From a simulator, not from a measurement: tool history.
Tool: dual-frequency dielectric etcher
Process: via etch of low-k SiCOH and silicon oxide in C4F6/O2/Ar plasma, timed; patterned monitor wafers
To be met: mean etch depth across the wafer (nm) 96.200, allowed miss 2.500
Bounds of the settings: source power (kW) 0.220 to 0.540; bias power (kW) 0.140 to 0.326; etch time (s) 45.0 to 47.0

run,hour,source power (kW),bias power (kW),etch time (s),mean etch depth across the wafer (nm)
1,0.0,0.380,0.233,45.0,112.330
2,6.2,0.380,0.268,45.0,117.770
3,14.0,0.380,0.268,47.0,122.710
4,15.3,0.360,0.257,46.5,117.100
5,22.3,0.360,0.295,46.5,123.780
6,25.9,0.340,0.283,46.0,116.950
7,30.2,0.320,0.276,46.0,113.260
8,36.5,0.310,0.270,46.0,110.210
9,41.3,0.230,0.239,45.5,91.552
10,50.2,0.240,0.240,45.5,93.615

5 next moves are on the table. One of them brings every result within its allowed miss. Which?
A,59.1,0.240,0.230,47.0,?
B,59.1,0.230,0.217,47.0,?
C,59.1,0.230,0.236,46.0,?
D,59.1,0.220,0.245,45.5,?
E,59.1,0.230,0.216,47.0,?

move,mean etch depth across the wafer (nm)
A,95.383
B,91.619
C,92.351
D,90.655
E,91.472
A: meets every target
B: further off than the last run
C: further off than the last run
D: further off than the last run
E: further off than the last run
The right move is A.
